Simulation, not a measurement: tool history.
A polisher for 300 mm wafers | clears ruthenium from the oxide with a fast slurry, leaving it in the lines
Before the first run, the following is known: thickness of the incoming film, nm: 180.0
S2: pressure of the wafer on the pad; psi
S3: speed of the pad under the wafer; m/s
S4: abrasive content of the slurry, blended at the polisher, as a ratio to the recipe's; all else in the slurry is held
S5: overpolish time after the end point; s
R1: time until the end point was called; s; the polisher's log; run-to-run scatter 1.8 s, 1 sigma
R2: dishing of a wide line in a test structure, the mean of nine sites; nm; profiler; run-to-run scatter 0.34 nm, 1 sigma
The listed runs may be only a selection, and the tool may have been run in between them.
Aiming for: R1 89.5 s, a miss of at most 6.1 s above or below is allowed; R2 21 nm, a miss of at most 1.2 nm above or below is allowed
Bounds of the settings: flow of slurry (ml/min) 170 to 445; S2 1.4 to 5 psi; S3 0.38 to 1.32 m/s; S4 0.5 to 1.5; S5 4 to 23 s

run 1 hour=0 | flow_of_slurry_(ml/min)=285 S2=3.2 S3=0.84 S4=1 S5=12 | R1=56.518 R2=33.075
run 2 hour=5.2 | flow_of_slurry_(ml/min)=285 S2=2.8 S3=0.84 S4=1 S5=12 | R1=62.476 R2=29.433
run 3 hour=7.8 | flow_of_slurry_(ml/min)=285 S2=2.4 S3=0.82 S4=1 S5=12 | R1=75.743 R2=24.902
run 4 hour=11.7 | flow_of_slurry_(ml/min)=285 S2=2.4 S3=0.96 S4=1 S5=12 | R1=63.236 R2=28.148
run 5 hour=17.3 | flow_of_slurry_(ml/min)=285 S2=2.8 S3=0.96 S4=1 S5=12 | R1=54.187 R2=33.055
run 6 hour=23 | flow_of_slurry_(ml/min)=285 S2=2.4 S3=0.96 S4=1 S5=12 | R1=64.387 R2=28.908
run 7 hour=25.2 | flow_of_slurry_(ml/min)=285 S2=2.1 S3=0.96 S4=1 S5=12 | R1=70.431 R2=25.928
run 8 hour=29.8 | flow_of_slurry_(ml/min)=285 S2=1.9 S3=0.96 S4=1 S5=12 | R1=81.562 R2=23.291

Which of these 4 next moves meets every target?
run A hour=34.4 | flow_of_slurry_(ml/min)=245 S2=2.3 S3=1.06 S4=0.8 S5=12 | R1=? R2=?
run B hour=34.4 | flow_of_slurry_(ml/min)=170 S2=2.4 S3=0.8 S4=1.2 S5=9 | R1=? R2=?
run C hour=34.4 | flow_of_slurry_(ml/min)=285 S2=1.8 S3=0.86 S4=1.05 S5=12 | R1=? R2=?
run D hour=34.4 | flow_of_slurry_(ml/min)=300 S2=2.2 S3=0.88 S4=1 S5=12 | R1=? R2=?

move=A R1=76.221 R2=25.099
move=B R1=76.721 R2=18.987
move=C R1=94.512 R2=20.475
move=D R1=78.394 R2=24.443
A: moves away from the targets compared with the last run
B: takes the biggest miss from the last run beyond its target
C: meets every target
D: moves away from the targets compared with the last run
C meets every target.
